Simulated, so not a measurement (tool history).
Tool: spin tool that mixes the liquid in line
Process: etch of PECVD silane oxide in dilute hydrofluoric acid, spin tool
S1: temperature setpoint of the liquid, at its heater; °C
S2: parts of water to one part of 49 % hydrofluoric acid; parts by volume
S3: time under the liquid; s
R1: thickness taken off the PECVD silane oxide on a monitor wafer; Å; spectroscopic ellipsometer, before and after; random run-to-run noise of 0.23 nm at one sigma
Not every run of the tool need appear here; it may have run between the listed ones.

| run | day | S1 | S2 | S3 | R1 |
|---|---|---|---|---|---|
| 1 | 0.000 | 23.0 | 125 | 125 | 309.48 |
| 2 | 0.100 | 25.0 | 115 | 125 | 371.91 |
| 3 | 0.329 | 22.0 | 115 | 125 | 327.50 |
| 4 | 0.496 | 23.5 | 115 | 125 | 346.21 |
| 5 | 0.846 | 23.5 | 155 | 125 | 246.42 |
| 6 | 1.188 | 21.0 | 155 | 125 | 224.38 |

Forecast run 7:
| 7 | 1.538 | 23.5 | 140 | 125 | ? |

R1: 276.18 Å

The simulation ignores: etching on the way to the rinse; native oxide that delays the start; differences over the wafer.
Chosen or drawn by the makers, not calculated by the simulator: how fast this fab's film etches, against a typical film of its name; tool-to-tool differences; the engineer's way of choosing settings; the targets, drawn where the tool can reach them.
